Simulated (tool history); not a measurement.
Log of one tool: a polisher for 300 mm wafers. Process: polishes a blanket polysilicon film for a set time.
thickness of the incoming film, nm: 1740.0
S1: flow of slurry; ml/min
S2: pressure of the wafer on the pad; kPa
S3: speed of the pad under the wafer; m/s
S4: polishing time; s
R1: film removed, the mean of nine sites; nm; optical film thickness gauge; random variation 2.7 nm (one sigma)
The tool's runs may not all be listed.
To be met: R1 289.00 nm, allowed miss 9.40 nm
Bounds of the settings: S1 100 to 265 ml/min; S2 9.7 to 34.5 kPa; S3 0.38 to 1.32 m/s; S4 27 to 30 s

run	hour	S1	S2	S3	S4	R1
1	0.0	170	22.1	0.84	30	223.57
2	3.1	170	22.8	0.84	30	229.86
3	6.6	170	23.4	0.84	30	235.43
4	13.9	130	23.4	0.84	30	223.76
5	17.5	130	21.4	0.84	30	211.92
6	25.9	130	22.1	0.84	30	216.00
7	31.6	135	22.8	0.84	30	222.38
8	33.2	135	22.8	0.84	30	223.45
9	38.9	135	23.4	0.84	30	224.53
10	40.6	140	24.1	0.84	30	228.82
11	47.9	145	24.8	0.84	30	243.34
12	54.3	150	25.5	0.84	30	241.36
13	57.1	155	26.2	0.84	30	251.31
14	59.7	160	26.9	0.84	30	261.13
15	65.9	165	26.9	0.84	30	262.92
16	67.5	170	26.9	0.84	30	260.25
17	73.7	180	28.3	0.84	30	273.75

5 next moves are on the table. One of them brings every result within its allowed miss. Which?
A	79.9	165	27.6	0.98	30	?
B	79.9	145	31.0	0.96	27	?
C	79.9	165	29.6	1.02	28	?
D	79.9	165	30.3	0.90	30	?
E	79.9	255	33.1	0.74	27	?

move	R1
A	304.05
B	288.48
C	312.30
D	301.67
E	254.10
A: takes the result that was furthest off past its target
B: meets every target
C: takes the result that was furthest off past its target
D: takes the result that was furthest off past its target
E: further off than the last run
Move B is the one to make.

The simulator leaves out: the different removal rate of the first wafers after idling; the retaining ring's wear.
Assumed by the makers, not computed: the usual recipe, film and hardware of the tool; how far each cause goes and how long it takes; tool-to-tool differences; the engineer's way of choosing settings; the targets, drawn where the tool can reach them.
